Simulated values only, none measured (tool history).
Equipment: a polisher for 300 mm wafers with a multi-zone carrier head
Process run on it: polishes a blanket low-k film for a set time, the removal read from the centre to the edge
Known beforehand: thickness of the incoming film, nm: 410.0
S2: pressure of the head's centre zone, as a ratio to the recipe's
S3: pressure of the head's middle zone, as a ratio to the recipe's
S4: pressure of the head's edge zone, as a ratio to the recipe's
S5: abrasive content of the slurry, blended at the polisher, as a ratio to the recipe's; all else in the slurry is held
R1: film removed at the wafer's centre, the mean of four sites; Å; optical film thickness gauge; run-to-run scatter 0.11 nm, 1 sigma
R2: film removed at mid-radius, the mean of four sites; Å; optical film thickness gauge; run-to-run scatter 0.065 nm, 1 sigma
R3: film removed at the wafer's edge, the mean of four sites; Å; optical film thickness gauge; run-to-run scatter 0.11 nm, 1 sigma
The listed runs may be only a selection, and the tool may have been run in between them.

{"run": 1, "day": 0.0, "flow of slurry (ml/min)": 275, "S2": 1.0, "S3": 1.0, "S4": 1.0, "S5": 1.0, "polishing time (s)": 49, "R1": 149.34, "R2": 152.16, "R3": 152.27}
{"run": 2, "day": 0.054, "flow of slurry (ml/min)": 275, "S2": 1.0, "S3": 1.0, "S4": 1.0, "S5": 1.2, "polishing time (s)": 49, "R1": 156.7, "R2": 161.81, "R3": 162.77}
{"run": 3, "day": 0.338, "flow of slurry (ml/min)": 275, "S2": 0.92, "S3": 1.0, "S4": 1.0, "S5": 1.2, "polishing time (s)": 49, "R1": 144.3, "R2": 164.15, "R3": 166.91}
{"run": 4, "day": 0.562, "flow of slurry (ml/min)": 235, "S2": 0.92, "S3": 1.0, "S4": 1.0, "S5": 1.2, "polishing time (s)": 49, "R1": 145.9, "R2": 162.34, "R3": 157.91}
{"run": 5, "day": 0.658, "flow of slurry (ml/min)": 215, "S2": 0.93, "S3": 0.96, "S4": 0.98, "S5": 1.0, "polishing time (s)": 42, "R1": 115.13, "R2": 122.68, "R3": 124.7}
{"run": 6, "day": 0.817, "flow of slurry (ml/min)": 200, "S2": 0.96, "S3": 0.95, "S4": 0.94, "S5": 0.85, "polishing time (s)": 38, "R1": 99.015, "R2": 104.19, "R3": 103.12}
{"run": 7, "day": 0.95, "flow of slurry (ml/min)": 190, "S2": 1.0, "S3": 0.92, "S4": 0.91, "S5": 0.75, "polishing time (s)": 36, "R1": 93.579, "R2": 90.715, "R3": 93.769}

Run 8, settings as shown, results not yet in. Your forecast:
{"run": 8, "day": 1.238, "flow of slurry (ml/min)": 190, "S2": 1.03, "S3": 0.92, "S4": 0.88, "S5": 0.65, "polishing time (s)": 34, "R1": "?", "R2": "?", "R3": "?"}

{"run 8": {"R1": 82.88, "R2": 79.053, "R3": 79.751}}

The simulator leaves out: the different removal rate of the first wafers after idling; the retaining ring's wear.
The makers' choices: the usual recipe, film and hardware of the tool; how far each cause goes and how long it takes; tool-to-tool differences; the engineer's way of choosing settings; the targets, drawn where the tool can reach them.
